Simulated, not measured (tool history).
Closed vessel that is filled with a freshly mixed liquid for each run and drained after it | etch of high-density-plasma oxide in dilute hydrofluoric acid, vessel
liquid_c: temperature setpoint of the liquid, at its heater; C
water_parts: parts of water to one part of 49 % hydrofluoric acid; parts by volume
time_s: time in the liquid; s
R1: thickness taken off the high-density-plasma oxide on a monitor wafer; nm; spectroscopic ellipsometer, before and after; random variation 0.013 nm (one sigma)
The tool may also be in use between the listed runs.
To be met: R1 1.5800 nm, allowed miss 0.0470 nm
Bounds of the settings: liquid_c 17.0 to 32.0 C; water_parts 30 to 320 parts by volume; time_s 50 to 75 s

run 1 hour=0.0 | liquid_c=24.0 water_parts=175 time_s=75 | R1=2.8576
run 2 hour=2.4 | liquid_c=26.0 water_parts=175 time_s=75 | R1=3.0516
run 3 hour=7.8 | liquid_c=26.0 water_parts=205 time_s=75 | R1=2.4764
run 4 hour=13.3 | liquid_c=26.0 water_parts=265 time_s=75 | R1=1.7865
run 5 hour=19.6 | liquid_c=26.0 water_parts=210 time_s=75 | R1=2.4280
run 6 hour=20.9 | liquid_c=24.0 water_parts=220 time_s=75 | R1=2.1168
run 7 hour=30.0 | liquid_c=22.5 water_parts=220 time_s=75 | R1=2.0015
run 8 hour=37.5 | liquid_c=21.0 water_parts=220 time_s=75 | R1=1.9008
run 9 hour=44.6 | liquid_c=20.0 water_parts=220 time_s=75 | R1=1.8218
run 10 hour=50.6 | liquid_c=19.5 water_parts=220 time_s=75 | R1=1.7900

5 next moves are on the table. One of them brings every result within its allowed miss. Which?
run A hour=56.6 | liquid_c=18.0 water_parts=225 time_s=75 | R1=?
run B hour=56.6 | liquid_c=18.5 water_parts=240 time_s=75 | R1=?
run C hour=56.6 | liquid_c=18.0 water_parts=220 time_s=75 | R1=?
run D hour=56.6 | liquid_c=17.5 water_parts=215 time_s=75 | R1=?
run E hour=56.6 | liquid_c=19.5 water_parts=235 time_s=75 | R1=?

move=A R1=1.6413
move=B R1=1.5475
move=C R1=1.6863
move=D R1=1.6998
move=E R1=1.6496
A: nearer than the last run, and not there yet
B: meets every target
C: nearer than the last run, and not there yet
D: nearer than the last run, and not there yet
E: nearer than the last run, and not there yet
Answer: B
